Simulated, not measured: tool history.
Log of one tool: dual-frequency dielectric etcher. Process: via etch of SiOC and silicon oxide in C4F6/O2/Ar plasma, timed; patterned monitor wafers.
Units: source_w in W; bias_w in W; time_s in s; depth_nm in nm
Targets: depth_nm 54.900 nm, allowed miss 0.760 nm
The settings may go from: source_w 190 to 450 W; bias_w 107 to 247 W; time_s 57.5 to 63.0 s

| run | hour | source_w | bias_w | time_s | depth_nm |
|---|---|---|---|---|---|
| 1 | 0.0 | 320 | 177 | 63.0 | 62.958 |
| 2 | 8.3 | 370 | 177 | 63.0 | 66.342 |
| 3 | 13.6 | 330 | 174 | 63.0 | 63.606 |
| 4 | 15.5 | 330 | 174 | 63.0 | 63.582 |
| 5 | 17.4 | 380 | 174 | 63.0 | 66.750 |
| 6 | 25.2 | 430 | 174 | 63.0 | 70.255 |
| 7 | 28.3 | 370 | 169 | 63.0 | 65.638 |
| 8 | 35.5 | 330 | 165 | 63.0 | 62.623 |
| 9 | 41.2 | 300 | 162 | 63.0 | 60.061 |
| 10 | 46.2 | 280 | 161 | 63.0 | 58.478 |
| 11 | 47.0 | 270 | 160 | 63.0 | 57.609 |
| 12 | 51.8 | 260 | 159 | 63.0 | 56.655 |
| 13 | 54.8 | 250 | 159 | 63.0 | 55.904 |
| 14 | 60.7 | 250 | 159 | 63.0 | 55.999 |
| 15 | 69.3 | 250 | 159 | 63.0 | 55.746 |

Which of these 5 next moves meets every target?
| A | 77.9 | 240 | 191 | 61.5 | ? |
| B | 77.9 | 240 | 173 | 59.0 | ? |
| C | 77.9 | 220 | 160 | 62.0 | ? |
| D | 77.9 | 270 | 167 | 61.5 | ? |
| E | 77.9 | 250 | 150 | 63.0 | ? |

| move | depth_nm |
|---|---|
| A | 56.560 |
| B | 52.642 |
| C | 52.391 |
| D | 56.640 |
| E | 54.684 |
A: further off than the last run
B: takes the result that was furthest off past its target
C: takes the result that was furthest off past its target
D: further off than the last run
E: meets every target
The right move is E.
